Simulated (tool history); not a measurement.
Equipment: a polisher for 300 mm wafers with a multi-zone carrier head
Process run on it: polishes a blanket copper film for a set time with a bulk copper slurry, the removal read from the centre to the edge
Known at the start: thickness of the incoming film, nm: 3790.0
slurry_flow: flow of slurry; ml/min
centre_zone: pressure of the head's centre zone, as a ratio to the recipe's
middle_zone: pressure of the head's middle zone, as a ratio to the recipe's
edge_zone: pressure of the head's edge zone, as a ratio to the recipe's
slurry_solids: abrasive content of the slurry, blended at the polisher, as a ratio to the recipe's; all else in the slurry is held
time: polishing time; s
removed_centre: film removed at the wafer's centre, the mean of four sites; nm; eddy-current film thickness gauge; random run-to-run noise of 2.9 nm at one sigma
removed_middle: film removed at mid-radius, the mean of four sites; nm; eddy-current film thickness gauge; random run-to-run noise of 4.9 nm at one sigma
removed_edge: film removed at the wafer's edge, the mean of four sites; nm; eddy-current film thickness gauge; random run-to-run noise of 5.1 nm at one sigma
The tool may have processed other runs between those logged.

run 1 day=0 | slurry_flow=225 centre_zone=1 middle_zone=1 edge_zone=1 slurry_solids=1 time=65 | removed_centre=693.64 removed_middle=677.85 removed_edge=692
run 2 day=0.175 | slurry_flow=220 centre_zone=0.97 middle_zone=0.97 edge_zone=0.97 slurry_solids=0.85 time=57 | removed_centre=579.78 removed_middle=571.45 removed_edge=591.64
run 3 day=0.258 | slurry_flow=250 centre_zone=0.97 middle_zone=0.97 edge_zone=0.97 slurry_solids=0.85 time=57 | removed_centre=581.61 removed_middle=574.2 removed_edge=592.04
run 4 day=0.575 | slurry_flow=250 centre_zone=0.97 middle_zone=0.97 edge_zone=0.93 slurry_solids=0.85 time=57 | removed_centre=584.75 removed_middle=581.8 removed_edge=587.11
run 5 day=0.742 | slurry_flow=250 centre_zone=0.97 middle_zone=0.93 edge_zone=0.93 slurry_solids=0.85 time=57 | removed_centre=589.17 removed_middle=563.89 removed_edge=584.73
run 6 day=0.942 | slurry_flow=250 centre_zone=0.95 middle_zone=0.92 edge_zone=0.91 slurry_solids=0.75 time=51 | removed_centre=504.55 removed_middle=482.92 removed_edge=519.21
run 7 day=1.029 | slurry_flow=255 centre_zone=0.94 middle_zone=0.93 edge_zone=0.89 slurry_solids=0.7 time=47 | removed_centre=456.96 removed_middle=439.83 removed_edge=457.54
run 8 day=1.292 | slurry_flow=250 centre_zone=0.92 middle_zone=0.93 edge_zone=0.87 slurry_solids=0.65 time=46 | removed_centre=428.29 removed_middle=439.56 removed_edge=442.3
run 9 day=1.312 | slurry_flow=220 centre_zone=0.91 middle_zone=0.83 edge_zone=0.83 slurry_solids=0.5 time=39 | removed_centre=342.36 removed_middle=323.37 removed_edge=337.18
run 10 day=1.654 | slurry_flow=240 centre_zone=0.91 middle_zone=0.85 edge_zone=0.85 slurry_solids=0.5 time=39 | removed_centre=344.39 removed_middle=332.32 removed_edge=350.56

Run 11 is up next; what results do you expect?
run 11 day=1.817 | slurry_flow=250 centre_zone=0.91 middle_zone=0.87 edge_zone=0.86 slurry_solids=0.5 time=39 | removed_centre=? removed_middle=? removed_edge=?

{"run 11": {"removed_centre": 343.42, "removed_middle": 343.47, "removed_edge": 352.97}}
